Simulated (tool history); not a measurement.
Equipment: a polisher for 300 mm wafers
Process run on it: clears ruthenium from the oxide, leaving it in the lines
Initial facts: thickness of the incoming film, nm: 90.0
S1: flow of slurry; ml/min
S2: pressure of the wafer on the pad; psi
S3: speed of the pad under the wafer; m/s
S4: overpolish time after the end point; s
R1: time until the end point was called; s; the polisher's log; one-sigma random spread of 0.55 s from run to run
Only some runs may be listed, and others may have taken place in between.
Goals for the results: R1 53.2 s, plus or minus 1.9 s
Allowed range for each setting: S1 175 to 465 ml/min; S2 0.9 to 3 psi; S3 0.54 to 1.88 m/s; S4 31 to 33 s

run 1 hour=0 | S1=295 S2=1.9 S3=1.2 S4=31 | R1=69.561
run 2 hour=5.7 | S1=235 S2=1.9 S3=1.2 S4=31 | R1=71.521
run 3 hour=9.9 | S1=235 S2=2.2 S3=1.2 S4=31 | R1=62.248
run 4 hour=15 | S1=240 S2=2.3 S3=1.2 S4=31 | R1=61.474
run 5 hour=18.3 | S1=240 S2=2.3 S3=1.02 S4=31 | R1=72.865
run 6 hour=27.2 | S1=240 S2=2.8 S3=1.02 S4=31 | R1=61.205
run 7 hour=33.6 | S1=240 S2=2.8 S3=1.04 S4=31 | R1=60.934
run 8 hour=38.7 | S1=240 S2=2.8 S3=1.06 S4=31 | R1=60.407
run 9 hour=44.8 | S1=240 S2=2.8 S3=1.08 S4=31 | R1=58.233
run 10 hour=48.8 | S1=240 S2=2.9 S3=1.1 S4=31 | R1=55.936

Which of these 4 next moves meets every target?
run A hour=52.8 | S1=210 S2=2.9 S3=1.08 S4=31 | R1=?
run B hour=52.8 | S1=245 S2=2.8 S3=1.12 S4=31 | R1=?
run C hour=52.8 | S1=175 S2=2.6 S3=1.16 S4=31 | R1=?
run D hour=52.8 | S1=255 S2=3 S3=1.14 S4=31 | R1=?

move=A R1=57.479
move=B R1=56.348
move=C R1=59.414
move=D R1=52.257
A: lands further from the targets than the last run did
B: lands further from the targets than the last run did
C: lands further from the targets than the last run did
D: every result lands within tolerance
So the answer is move D, the one that meets all the targets.

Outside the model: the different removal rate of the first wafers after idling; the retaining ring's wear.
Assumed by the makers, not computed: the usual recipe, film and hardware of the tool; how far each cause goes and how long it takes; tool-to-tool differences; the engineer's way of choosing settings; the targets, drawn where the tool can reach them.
